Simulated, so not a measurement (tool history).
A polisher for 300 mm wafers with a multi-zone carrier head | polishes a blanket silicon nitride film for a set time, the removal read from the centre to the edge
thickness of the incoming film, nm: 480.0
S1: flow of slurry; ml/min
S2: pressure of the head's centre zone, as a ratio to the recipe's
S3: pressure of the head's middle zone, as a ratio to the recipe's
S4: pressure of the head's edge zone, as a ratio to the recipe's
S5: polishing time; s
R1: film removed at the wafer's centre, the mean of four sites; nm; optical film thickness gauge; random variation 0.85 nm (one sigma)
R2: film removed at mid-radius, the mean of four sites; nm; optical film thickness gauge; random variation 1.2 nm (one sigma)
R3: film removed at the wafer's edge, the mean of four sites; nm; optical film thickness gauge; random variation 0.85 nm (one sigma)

{"run": 1, "hour": 0.0, "S1": 300, "S2": 1.0, "S3": 1.0, "S4": 1.0, "S5": 68, "R1": 111.88, "R2": 115.71, "R3": 115.54}
{"run": 2, "hour": 4.8, "S1": 300, "S2": 1.01, "S3": 0.98, "S4": 0.98, "S5": 67, "R1": 111.47, "R2": 109.45, "R3": 115.57}
{"run": 3, "hour": 13.3, "S1": 350, "S2": 1.01, "S3": 0.98, "S4": 0.98, "S5": 67, "R1": 115.3, "R2": 115.4, "R3": 115.9}
{"run": 4, "hour": 16.0, "S1": 345, "S2": 1.02, "S3": 0.97, "S4": 0.97, "S5": 65, "R1": 111.38, "R2": 112.97, "R3": 110.12}
{"run": 5, "hour": 24.1, "S1": 345, "S2": 1.02, "S3": 0.97, "S4": 1.06, "S5": 65, "R1": 112.36, "R2": 112.41, "R3": 116.28}
{"run": 6, "hour": 26.4, "S1": 340, "S2": 1.03, "S3": 0.96, "S4": 1.04, "S5": 64, "R1": 111.05, "R2": 106.28, "R3": 112.22}
{"run": 7, "hour": 31.2, "S1": 335, "S2": 1.04, "S3": 0.95, "S4": 1.02, "S5": 63, "R1": 110.76, "R2": 104.57, "R3": 111.26}
{"run": 8, "hour": 38.8, "S1": 330, "S2": 1.05, "S3": 0.94, "S4": 1.0, "S5": 62, "R1": 110.13, "R2": 102.86, "R3": 107.07}

Run 9, settings as shown, results not yet in. Your forecast:
{"run": 9, "hour": 46.8, "S1": 320, "S2": 1.05, "S3": 0.93, "S4": 0.98, "S5": 61, "R1": "?", "R2": "?", "R3": "?"}

R1: 108.07 nm
R2: 97.236 nm
R3: 104.08 nm
